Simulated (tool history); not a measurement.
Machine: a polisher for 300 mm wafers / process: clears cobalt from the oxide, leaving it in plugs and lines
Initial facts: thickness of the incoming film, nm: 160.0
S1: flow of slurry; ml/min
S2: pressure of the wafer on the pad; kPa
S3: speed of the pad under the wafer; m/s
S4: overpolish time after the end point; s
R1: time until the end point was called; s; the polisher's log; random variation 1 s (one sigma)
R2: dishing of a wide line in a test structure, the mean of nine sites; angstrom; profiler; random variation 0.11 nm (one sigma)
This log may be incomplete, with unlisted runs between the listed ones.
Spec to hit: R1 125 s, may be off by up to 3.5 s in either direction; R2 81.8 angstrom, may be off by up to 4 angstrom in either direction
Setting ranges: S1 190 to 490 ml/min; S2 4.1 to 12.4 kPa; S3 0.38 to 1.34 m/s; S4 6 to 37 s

run 1 hour=0 | S1=315 S2=8.3 S3=0.86 S4=19 | R1=69.31 R2=82.379
run 2 hour=4.3 | S1=315 S2=7.6 S3=0.86 S4=19 | R1=76.313 R2=82.118
run 3 hour=13.2 | S1=315 S2=7.6 S3=0.86 S4=13 | R1=75.113 R2=78.841
run 4 hour=15.3 | S1=315 S2=9 S3=0.86 S4=13 | R1=64.57 R2=79.184
run 5 hour=17.2 | S1=315 S2=8.3 S3=0.84 S4=14 | R1=71.809 R2=80.072
run 6 hour=18.4 | S1=315 S2=8.3 S3=0.84 S4=10 | R1=70.892 R2=77.123
run 7 hour=21.4 | S1=315 S2=7.6 S3=0.84 S4=11 | R1=78.27 R2=73.771
run 8 hour=27.1 | S1=315 S2=6.9 S3=0.84 S4=13 | R1=85.862 R2=79.524
run 9 hour=30.9 | S1=315 S2=5.5 S3=0.84 S4=13 | R1=105.68 R2=74.774
run 10 hour=32.4 | S1=315 S2=5.5 S3=0.84 S4=13 | R1=107.38 R2=73.021
run 11 hour=37 | S1=315 S2=5.5 S3=0.84 S4=15 | R1=105.19 R2=77.71
run 12 hour=39.1 | S1=315 S2=5.5 S3=0.84 S4=16 | R1=104.91 R2=77.789
run 13 hour=43.7 | S1=315 S2=5.5 S3=0.84 S4=17 | R1=107.1 R2=80.292
run 14 hour=49.1 | S1=315 S2=5.5 S3=0.84 S4=17 | R1=104.69 R2=77.804
run 15 hour=50.5 | S1=315 S2=5.5 S3=0.84 S4=18 | R1=104.88 R2=79.784
run 16 hour=58.4 | S1=315 S2=4.8 S3=0.84 S4=20 | R1=121.16 R2=80.089
run 17 hour=67.4 | S1=315 S2=4.8 S3=0.84 S4=21 | R1=120.35 R2=80.055
run 18 hour=70.7 | S1=315 S2=4.8 S3=0.84 S4=23 | R1=119.59 R2=82.107
run 19 hour=78.3 | S1=315 S2=4.8 S3=0.84 S4=23 | R1=119.35 R2=82.376
run 20 hour=84.2 | S1=310 S2=4.8 S3=0.84 S4=23 | R1=121.12 R2=79.84
run 21 hour=90.5 | S1=320 S2=4.8 S3=0.84 S4=25 | R1=118.45 R2=83.797
run 22 hour=95.8 | S1=315 S2=4.8 S3=0.84 S4=25 | R1=120.54 R2=81.94
run 23 hour=101.9 | S1=305 S2=4.8 S3=0.84 S4=25 | R1=119.69 R2=82.11

Exercise: of the 4 proposed moves below, exactly one satisfies all targets within the stated allowed misses. Which move is it?
run A hour=108 | S1=375 S2=5.5 S3=0.74 S4=22 | R1=? R2=?
run B hour=108 | S1=450 S2=6.2 S3=0.68 S4=30 | R1=? R2=?
run C hour=108 | S1=440 S2=6.9 S3=0.6 S4=23 | R1=? R2=?
run D hour=108 | S1=425 S2=4.8 S3=0.8 S4=28 | R1=? R2=?

move=A R1=118.69 R2=81.338
move=B R1=114.03 R2=84.207
move=C R1=116.31 R2=81.892
move=D R1=124.26 R2=83.326
A: lands further from the targets than the last run did
B: lands further from the targets than the last run did
C: lands further from the targets than the last run did
D: every result lands within tolerance
Move D is the one to make.
